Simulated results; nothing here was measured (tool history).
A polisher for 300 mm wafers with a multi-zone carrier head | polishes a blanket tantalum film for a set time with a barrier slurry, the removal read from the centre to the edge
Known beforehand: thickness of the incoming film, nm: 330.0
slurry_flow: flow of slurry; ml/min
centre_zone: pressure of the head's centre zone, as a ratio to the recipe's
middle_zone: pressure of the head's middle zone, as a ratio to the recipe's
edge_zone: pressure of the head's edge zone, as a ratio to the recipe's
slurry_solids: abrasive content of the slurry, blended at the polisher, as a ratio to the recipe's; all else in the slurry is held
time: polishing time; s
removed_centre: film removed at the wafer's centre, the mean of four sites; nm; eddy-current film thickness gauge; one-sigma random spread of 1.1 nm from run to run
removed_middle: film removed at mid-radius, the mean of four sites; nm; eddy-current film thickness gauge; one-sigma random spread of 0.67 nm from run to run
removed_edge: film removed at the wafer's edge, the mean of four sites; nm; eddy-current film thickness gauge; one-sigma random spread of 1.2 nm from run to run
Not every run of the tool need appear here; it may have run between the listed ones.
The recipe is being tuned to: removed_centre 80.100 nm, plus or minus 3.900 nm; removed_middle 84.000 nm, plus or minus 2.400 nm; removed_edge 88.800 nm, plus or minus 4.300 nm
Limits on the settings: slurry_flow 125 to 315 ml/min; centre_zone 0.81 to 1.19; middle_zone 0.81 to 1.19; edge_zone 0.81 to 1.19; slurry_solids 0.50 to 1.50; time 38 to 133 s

run 1 hour=0.0 | slurry_flow=205 centre_zone=1.00 middle_zone=1.00 edge_zone=1.00 slurry_solids=1.00 time=85 | removed_centre=101.140 removed_middle=103.210 removed_edge=105.300
run 2 hour=1.6 | slurry_flow=205 centre_zone=1.00 middle_zone=1.00 edge_zone=1.00 slurry_solids=0.90 time=85 | removed_centre=99.584 removed_middle=101.490 removed_edge=101.380
run 3 hour=2.4 | slurry_flow=205 centre_zone=1.00 middle_zone=1.00 edge_zone=0.95 slurry_solids=0.90 time=85 | removed_centre=97.190 removed_middle=101.490 removed_edge=102.800
run 4 hour=5.0 | slurry_flow=200 centre_zone=0.99 middle_zone=0.98 edge_zone=0.95 slurry_solids=0.80 time=84 | removed_centre=95.154 removed_middle=95.958 removed_edge=97.252
run 5 hour=9.7 | slurry_flow=165 centre_zone=0.99 middle_zone=0.98 edge_zone=0.95 slurry_solids=0.80 time=84 | removed_centre=91.691 removed_middle=94.626 removed_edge=96.421
run 6 hour=10.6 | slurry_flow=160 centre_zone=0.97 middle_zone=0.97 edge_zone=0.95 slurry_solids=0.75 time=84 | removed_centre=88.529 removed_middle=92.408 removed_edge=94.931
run 7 hour=14.5 | slurry_flow=160 centre_zone=0.96 middle_zone=0.96 edge_zone=0.95 slurry_solids=0.70 time=84 | removed_centre=87.329 removed_middle=89.096 removed_edge=93.630
run 8 hour=20.6 | slurry_flow=160 centre_zone=0.95 middle_zone=0.96 edge_zone=0.95 slurry_solids=0.65 time=84 | removed_centre=81.492 removed_middle=88.900 removed_edge=90.808
run 9 hour=26.0 | slurry_flow=160 centre_zone=0.95 middle_zone=0.95 edge_zone=0.95 slurry_solids=0.65 time=84 | removed_centre=81.109 removed_middle=88.429 removed_edge=91.308
run 10 hour=28.1 | slurry_flow=160 centre_zone=0.96 middle_zone=0.94 edge_zone=0.95 slurry_solids=0.65 time=84 | removed_centre=82.304 removed_middle=88.107 removed_edge=90.702

Pick the move, out of 4, that brings all results within their allowed miss; only one does.
run A hour=30.2 | slurry_flow=255 centre_zone=1.16 middle_zone=1.17 edge_zone=0.93 slurry_solids=0.55 time=73 | removed_centre=? removed_middle=? removed_edge=?
run B hour=30.2 | slurry_flow=160 centre_zone=0.94 middle_zone=0.94 edge_zone=0.95 slurry_solids=0.75 time=79 | removed_centre=? removed_middle=? removed_edge=?
run C hour=30.2 | slurry_flow=210 centre_zone=1.11 middle_zone=1.11 edge_zone=0.92 slurry_solids=0.75 time=72 | removed_centre=? removed_middle=? removed_edge=?
run D hour=30.2 | slurry_flow=175 centre_zone=0.83 middle_zone=0.97 edge_zone=0.89 slurry_solids=0.55 time=86 | removed_centre=? removed_middle=? removed_edge=?

move=A removed_centre=89.666 removed_middle=87.885 removed_edge=78.311
move=B removed_centre=80.677 removed_middle=84.059 removed_edge=89.500
move=C removed_centre=89.295 removed_middle=88.227 removed_edge=81.703
move=D removed_centre=72.752 removed_middle=87.770 removed_edge=88.642
A: its largest miss is bigger than the last run's
B: every result within its allowed miss
C: its largest miss is bigger than the last run's
D: its largest miss is bigger than the last run's
B is the move that brings every result within its allowed miss.
